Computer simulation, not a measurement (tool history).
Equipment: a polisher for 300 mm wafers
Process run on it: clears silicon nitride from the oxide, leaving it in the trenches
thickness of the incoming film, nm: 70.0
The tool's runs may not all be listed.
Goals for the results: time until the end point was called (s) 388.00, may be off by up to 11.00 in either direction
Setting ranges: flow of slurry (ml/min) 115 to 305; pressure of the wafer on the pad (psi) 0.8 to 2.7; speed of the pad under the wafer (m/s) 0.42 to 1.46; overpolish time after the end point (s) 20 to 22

run	day	flow of slurry (ml/min)	pressure of the wafer on the pad (psi)	speed of the pad under the wafer (m/s)	overpolish time after the end point (s)	time until the end point was called (s)
1	0.000	195	1.7	0.94	20	127.41
2	0.096	195	1.7	0.94	22	128.07
3	0.346	235	1.7	0.94	22	124.60
4	0.658	215	1.4	0.80	22	174.18
5	0.938	215	1.4	0.80	20	174.33
6	1.154	215	1.8	0.80	20	140.52
7	1.442	200	1.5	0.70	20	186.41
8	1.621	185	1.3	0.62	20	242.68
9	1.838	170	1.2	0.60	20	271.61
10	2.033	160	1.1	0.60	20	297.15
11	2.362	150	1.0	0.60	20	321.49
12	2.658	140	0.9	0.60	20	357.20
13	2.938	135	0.9	0.60	20	356.13
14	3.208	130	0.9	0.60	20	358.39

Of the 4 settings listed for the next run, only one would bring every result within its allowed miss of target. Which one?
A	3.479	125	1.1	0.56	20	?
B	3.479	115	0.8	0.72	21	?
C	3.479	150	0.8	0.60	20	?
D	3.479	115	0.8	0.80	20	?

move	time until the end point was called (s)
A	329.76
B	342.57
C	387.14
D	309.51
A: lands further from the targets than the last run did
B: lands further from the targets than the last run did
C: every result within its allowed miss
D: lands further from the targets than the last run did
C is the move that brings every result within its allowed miss.
